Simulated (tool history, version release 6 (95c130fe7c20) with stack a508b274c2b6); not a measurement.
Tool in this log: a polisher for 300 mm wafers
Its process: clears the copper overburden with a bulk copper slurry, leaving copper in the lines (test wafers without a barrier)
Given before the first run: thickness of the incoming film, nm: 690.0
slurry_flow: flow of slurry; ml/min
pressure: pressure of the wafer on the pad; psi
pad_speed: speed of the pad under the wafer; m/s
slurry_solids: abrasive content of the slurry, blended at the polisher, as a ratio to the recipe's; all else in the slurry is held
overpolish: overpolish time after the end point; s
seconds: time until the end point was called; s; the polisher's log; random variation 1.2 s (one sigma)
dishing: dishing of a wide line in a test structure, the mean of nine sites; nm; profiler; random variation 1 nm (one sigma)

| run | hour | slurry_flow | pressure | pad_speed | slurry_solids | overpolish | seconds | dishing |
|---|---|---|---|---|---|---|---|---|
| 1 | 0 | 190 | 3 | 0.88 | 1 | 10 | 87.558 | 56.537 |
| 2 | 8.4 | 190 | 3.2 | 0.88 | 1 | 10 | 82.477 | 60.11 |
| 3 | 14.4 | 190 | 3.4 | 0.88 | 1 | 10 | 76.337 | 61.524 |
| 4 | 19.8 | 190 | 3.4 | 0.68 | 1 | 10 | 100.93 | 50.948 |
| 5 | 23.6 | 190 | 3.7 | 0.7 | 1 | 10 | 91.17 | 56.481 |
| 6 | 30.4 | 190 | 3.9 | 0.72 | 1 | 10 | 81.599 | 58.186 |
| 7 | 34.7 | 190 | 4 | 0.74 | 1 | 10 | 79.033 | 62.488 |

What will run 8 give?
| 8 | 37.7 | 200 | 4.6 | 0.78 | 1 | 9 | ? | ? |

Run 8 came out at seconds 63.586 s, dishing 66.893 nm.
